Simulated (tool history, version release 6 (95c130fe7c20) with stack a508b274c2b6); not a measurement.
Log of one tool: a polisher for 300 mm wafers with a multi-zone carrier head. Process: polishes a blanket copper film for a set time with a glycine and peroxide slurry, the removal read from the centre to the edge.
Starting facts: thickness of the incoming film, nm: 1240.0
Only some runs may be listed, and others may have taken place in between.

run,hour,flow of slurry (ml/min),pressure of the head's centre zone,pressure of the head's middle zone,pressure of the head's edge zone,polishing time (s),film removed at the wafer's centre (angstrom),film removed at mid-radius (angstrom),film removed at the wafer's edge (angstrom)
1,0,285,1,1,1,60,3621.9,3741.5,3557.1
2,6.2,255,1,1,1,60,3510.1,3742.2,3586
3,12.2,255,1.03,1,1,60,3690.6,3719.9,3587.3
4,17.7,255,1.04,1.02,1.01,62,3769.9,3878.2,3674.7
5,23.1,255,1.04,1.02,1.07,62,3771.2,3928.1,3799.3
6,25.4,255,1.04,1.02,1.11,62,3830.1,3899.4,3823

The next listed run, before its measurement:
7,33.6,260,1.05,1.03,1.11,64,?,?,?

{"run 7": {"film removed at the wafer's centre (angstrom)": 3988.9, "film removed at mid-radius (angstrom)": 4098.3, "film removed at the wafer's edge (angstrom)": 4038.3}}
